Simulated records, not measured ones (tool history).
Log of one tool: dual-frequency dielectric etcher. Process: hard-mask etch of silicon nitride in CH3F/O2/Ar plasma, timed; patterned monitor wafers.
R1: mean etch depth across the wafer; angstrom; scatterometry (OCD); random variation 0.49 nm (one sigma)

run 1 hour=0 | source_power_(kW)=0.5 bias_power_(kW)=0.068 etch_time_(s)=87.5 | R1=792.47
run 2 hour=4.6 | source_power_(kW)=0.5 bias_power_(kW)=0.068 etch_time_(s)=87.5 | R1=793.92
run 3 hour=9.3 | source_power_(kW)=0.5 bias_power_(kW)=0.068 etch_time_(s)=87.5 | R1=789
run 4 hour=16.7 | source_power_(kW)=0.5 bias_power_(kW)=0.068 etch_time_(s)=80 | R1=724.86
run 5 hour=25.6 | source_power_(kW)=0.57 bias_power_(kW)=0.068 etch_time_(s)=80 | R1=785.47
run 6 hour=31.8 | source_power_(kW)=0.57 bias_power_(kW)=0.068 etch_time_(s)=87.5 | R1=855.05
run 7 hour=33.2 | source_power_(kW)=0.58 bias_power_(kW)=0.068 etch_time_(s)=87.5 | R1=872

Forecast run 8:
run 8 hour=35.8 | source_power_(kW)=0.59 bias_power_(kW)=0.068 etch_time_(s)=87.5 | R1=?

R1: 867.34 angstrom
